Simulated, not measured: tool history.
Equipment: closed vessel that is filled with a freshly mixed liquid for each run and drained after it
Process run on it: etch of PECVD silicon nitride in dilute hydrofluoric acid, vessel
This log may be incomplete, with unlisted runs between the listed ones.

run	hour	temperature setpoint of the liquid (K)	parts of water to one part of 49 % hydrofluoric acid (parts by volume)	time in the liquid (s)	thickness taken off the PECVD silicon nitride on a monitor wafer (Å)
1	0	298.15	40	290	236.64
2	1.5	299.15	40	290	254.44
3	5.4	299.15	40	215	189.78
4	11.8	299.15	40	215	187.45
5	20.2	299.15	45	215	168.05
6	24.3	299.15	45	215	168.48
7	26.5	300.65	40	215	207.13
8	27.8	300.65	40	215	204.44
9	30.9	301.65	40	215	220.61

What will run 10 give?
10	37.5	302.65	40	215	?

thickness taken off the PECVD silicon nitride on a monitor wafer (Å): 231.3
